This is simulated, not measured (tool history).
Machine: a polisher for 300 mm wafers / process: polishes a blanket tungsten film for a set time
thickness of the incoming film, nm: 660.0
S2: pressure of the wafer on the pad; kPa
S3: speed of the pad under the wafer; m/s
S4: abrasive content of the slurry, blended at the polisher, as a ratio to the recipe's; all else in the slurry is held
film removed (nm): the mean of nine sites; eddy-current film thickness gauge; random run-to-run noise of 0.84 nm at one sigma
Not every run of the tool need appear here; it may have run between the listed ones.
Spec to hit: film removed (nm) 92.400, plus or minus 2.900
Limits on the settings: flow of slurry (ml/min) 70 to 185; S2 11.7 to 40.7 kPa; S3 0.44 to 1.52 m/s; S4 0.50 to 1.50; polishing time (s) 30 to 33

run 1 hour=0.0 | flow_of_slurry_(ml/min)=120 S2=26.2 S3=0.98 S4=1.00 polishing_time_(s)=33 | film_removed_(nm)=129.260
run 2 hour=6.1 | flow_of_slurry_(ml/min)=115 S2=25.5 S3=0.98 S4=1.00 polishing_time_(s)=33 | film_removed_(nm)=125.810
run 3 hour=7.6 | flow_of_slurry_(ml/min)=115 S2=29.0 S3=0.98 S4=1.00 polishing_time_(s)=33 | film_removed_(nm)=142.810
run 4 hour=10.1 | flow_of_slurry_(ml/min)=115 S2=27.6 S3=0.98 S4=1.00 polishing_time_(s)=33 | film_removed_(nm)=135.650
run 5 hour=18.0 | flow_of_slurry_(ml/min)=115 S2=22.8 S3=0.98 S4=1.00 polishing_time_(s)=33 | film_removed_(nm)=112.850
run 6 hour=18.9 | flow_of_slurry_(ml/min)=115 S2=22.1 S3=0.98 S4=1.00 polishing_time_(s)=33 | film_removed_(nm)=109.190
run 7 hour=23.1 | flow_of_slurry_(ml/min)=115 S2=21.4 S3=0.98 S4=1.00 polishing_time_(s)=33 | film_removed_(nm)=105.830
run 8 hour=23.6 | flow_of_slurry_(ml/min)=105 S2=20.0 S3=0.98 S4=1.00 polishing_time_(s)=33 | film_removed_(nm)=99.386
run 9 hour=26.2 | flow_of_slurry_(ml/min)=95 S2=17.9 S3=0.98 S4=1.00 polishing_time_(s)=33 | film_removed_(nm)=87.683
run 10 hour=31.2 | flow_of_slurry_(ml/min)=105 S2=17.9 S3=0.98 S4=1.00 polishing_time_(s)=33 | film_removed_(nm)=88.719

Which one of the following 5 next-run settings gets every result inside its allowed miss? There is exactly one.
run A hour=36.2 | flow_of_slurry_(ml/min)=105 S2=19.3 S3=0.92 S4=1.05 polishing_time_(s)=32 | film_removed_(nm)=?
run B hour=36.2 | flow_of_slurry_(ml/min)=95 S2=15.2 S3=1.16 S4=0.90 polishing_time_(s)=33 | film_removed_(nm)=?
run C hour=36.2 | flow_of_slurry_(ml/min)=145 S2=15.2 S3=1.06 S4=1.15 polishing_time_(s)=33 | film_removed_(nm)=?
run D hour=36.2 | flow_of_slurry_(ml/min)=100 S2=15.2 S3=1.08 S4=0.95 polishing_time_(s)=33 | film_removed_(nm)=?
run E hour=36.2 | flow_of_slurry_(ml/min)=130 S2=21.4 S3=0.72 S4=1.25 polishing_time_(s)=33 | film_removed_(nm)=?

move=A film_removed_(nm)=87.993
move=B film_removed_(nm)=86.031
move=C film_removed_(nm)=92.270
move=D film_removed_(nm)=82.534
move=E film_removed_(nm)=86.406
A: its largest miss is bigger than the last run's
B: its largest miss is bigger than the last run's
C: each result inside its tolerance
D: its largest miss is bigger than the last run's
E: its largest miss is bigger than the last run's
C meets every target.
